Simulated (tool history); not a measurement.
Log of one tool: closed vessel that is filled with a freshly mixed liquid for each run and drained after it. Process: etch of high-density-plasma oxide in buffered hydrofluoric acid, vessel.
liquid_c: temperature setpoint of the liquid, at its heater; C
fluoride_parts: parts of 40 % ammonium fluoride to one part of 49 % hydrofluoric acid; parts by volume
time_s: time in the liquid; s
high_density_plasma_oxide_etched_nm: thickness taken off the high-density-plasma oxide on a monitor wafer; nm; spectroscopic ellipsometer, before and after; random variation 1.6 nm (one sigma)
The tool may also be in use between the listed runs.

| run | day | liquid_c | fluoride_parts | time_s | high_density_plasma_oxide_etched_nm |
|---|---|---|---|---|---|
| 1 | 0 | 25 | 13 | 90 | 179.74 |
| 2 | 0.275 | 26 | 12.5 | 90 | 195.18 |
| 3 | 0.429 | 27.5 | 12.5 | 90 | 213.57 |
| 4 | 0.562 | 24.5 | 12.5 | 90 | 180.48 |
|  | 0.679 | thermometer replaced |
| 5 | 0.679 | 21.5 | 12.5 | 90 | 167.78 |
| 6 | 0.867 | 23 | 12 | 90 | 190.42 |
| 7 | 0.921 | 24.5 | 11.5 | 90 | 214.82 |
| 8 | 0.95 | 28.5 | 11.5 | 90 | 263.33 |

Run 9 comes next. What will it give?
| 9 | 1.046 | 29 | 11.5 | 90 | ? |

Run 9 gave high_density_plasma_oxide_etched_nm 272.8 nm.
